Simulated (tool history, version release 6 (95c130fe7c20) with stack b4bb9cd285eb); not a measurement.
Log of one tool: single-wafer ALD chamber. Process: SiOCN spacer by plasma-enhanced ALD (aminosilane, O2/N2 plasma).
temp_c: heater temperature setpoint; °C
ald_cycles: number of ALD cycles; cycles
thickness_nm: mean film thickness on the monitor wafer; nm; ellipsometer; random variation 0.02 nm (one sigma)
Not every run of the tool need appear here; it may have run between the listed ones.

Run 1, hour 0.0: temp_c 395 °C, ald_cycles 108 cycles. Result: thickness_nm 6.7406 nm.
Run 2, hour 6.9: temp_c 395 °C, ald_cycles 101 cycles. Result: thickness_nm 6.3467 nm.
Run 3, hour 8.8: temp_c 390 °C, ald_cycles 101 cycles. Result: thickness_nm 6.3400 nm.
Run 4, hour 10.3: temp_c 390 °C, ald_cycles 115 cycles. Result: thickness_nm 7.2100 nm.
Run 5, hour 13.3: temp_c 390 °C, ald_cycles 106 cycles. Result: thickness_nm 6.6730 nm.
Run 6, hour 19.9: temp_c 381 °C, ald_cycles 106 cycles. Result: thickness_nm 6.6538 nm.
Run 7, hour 23.0: temp_c 381 °C, ald_cycles 99 cycles. Result: thickness_nm 6.2034 nm.
Run 8, hour 27.4: temp_c 381 °C, ald_cycles 94 cycles. Result: thickness_nm 5.8981 nm.

What will run 9 give?
Run 9, hour 28.9: temp_c 381 °C, ald_cycles 90 cycles. Result: thickness_nm ?.

thickness_nm: 5.6328 nm

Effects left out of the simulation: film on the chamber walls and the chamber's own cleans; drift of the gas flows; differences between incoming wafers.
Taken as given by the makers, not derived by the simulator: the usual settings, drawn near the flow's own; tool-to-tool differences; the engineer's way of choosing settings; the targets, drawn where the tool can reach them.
